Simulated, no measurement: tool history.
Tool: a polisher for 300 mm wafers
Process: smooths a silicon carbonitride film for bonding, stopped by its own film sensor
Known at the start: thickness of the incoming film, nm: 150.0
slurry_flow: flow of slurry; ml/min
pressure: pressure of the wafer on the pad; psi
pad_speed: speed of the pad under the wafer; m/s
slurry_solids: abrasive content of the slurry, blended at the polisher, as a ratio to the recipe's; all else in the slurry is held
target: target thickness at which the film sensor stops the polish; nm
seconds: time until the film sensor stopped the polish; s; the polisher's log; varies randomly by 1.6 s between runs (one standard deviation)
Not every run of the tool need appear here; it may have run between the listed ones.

run  hour  slurry_flow  pressure  pad_speed  slurry_solids  target  seconds
  1     0          120       1.8        0.7              1     123   151.06
  2     3          145       1.8        0.7              1     123   147.41
  3   6.6          145       1.8        0.7            0.9     123   151.49
  4  11.8          145         2       0.72            0.9     123   133.09
  5    16          125         2       0.72            0.9     123   136.67
  6  19.9          125         2       0.72            0.9     122   140.28

Run 7 comes next. What will it give?
  7  22.9          125       2.2       0.74            0.9     122        ?

{"run 7": {"seconds": 125.51}}
